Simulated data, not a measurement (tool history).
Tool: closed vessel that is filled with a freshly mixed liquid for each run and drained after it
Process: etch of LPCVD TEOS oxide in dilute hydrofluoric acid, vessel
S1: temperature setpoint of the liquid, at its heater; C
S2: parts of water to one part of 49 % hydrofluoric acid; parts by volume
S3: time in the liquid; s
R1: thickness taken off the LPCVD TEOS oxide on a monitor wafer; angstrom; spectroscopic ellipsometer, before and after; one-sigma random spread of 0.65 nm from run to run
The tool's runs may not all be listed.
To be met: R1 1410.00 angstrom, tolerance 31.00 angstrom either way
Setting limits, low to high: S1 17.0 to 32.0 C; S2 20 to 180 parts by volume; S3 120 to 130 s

Run 1, hour 0.0: S1 24.0 C, S2 100 parts by volume, S3 120 s. Result: R1 623.46 angstrom.
Run 2, hour 3.7: S1 25.0 C, S2 95 parts by volume, S3 120 s. Result: R1 684.98 angstrom.
Run 3, hour 8.6: S1 25.0 C, S2 95 parts by volume, S3 130 s. Result: R1 736.89 angstrom.
Run 4, hour 13.4: S1 25.0 C, S2 95 parts by volume, S3 120 s. Result: R1 691.63 angstrom.
Run 5, hour 17.9: S1 25.0 C, S2 130 parts by volume, S3 120 s. Result: R1 479.75 angstrom.
Run 6, hour 21.2: S1 25.0 C, S2 95 parts by volume, S3 120 s. Result: R1 686.04 angstrom.
Run 7, hour 28.8: S1 26.0 C, S2 90 parts by volume, S3 120 s. Result: R1 757.83 angstrom.
Run 8, hour 32.1: S1 27.0 C, S2 85 parts by volume, S3 120 s. Result: R1 847.38 angstrom.
Run 9, hour 38.1: S1 27.5 C, S2 80 parts by volume, S3 120 s. Result: R1 908.28 angstrom.
Run 10, hour 45.4: S1 28.0 C, S2 75 parts by volume, S3 120 s. Result: R1 1003.50 angstrom.
Run 11, hour 50.5: S1 32.0 C, S2 60 parts by volume, S3 120 s. Result: R1 1498.70 angstrom.

Exactly one of the 4 candidate moves below puts every result within its allowed miss. Which one?
Run A, hour 55.6: S1 31.5 C, S2 55 parts by volume, S3 120 s. Result: R1 ?.
Run B, hour 55.6: S1 32.0 C, S2 65 parts by volume, S3 130 s. Result: R1 ?.
Run C, hour 55.6: S1 31.0 C, S2 65 parts by volume, S3 120 s. Result: R1 ?.
Run D, hour 55.6: S1 31.5 C, S2 65 parts by volume, S3 125 s. Result: R1 ?.

move       R1
   A  1633.50
   B  1502.40
   C  1334.90
   D  1417.30
A: moves away from the targets compared with the last run
B: neither nearer nor further off than the last run
C: takes the biggest miss from the last run beyond its target
D: every result within its allowed miss
Answer: D
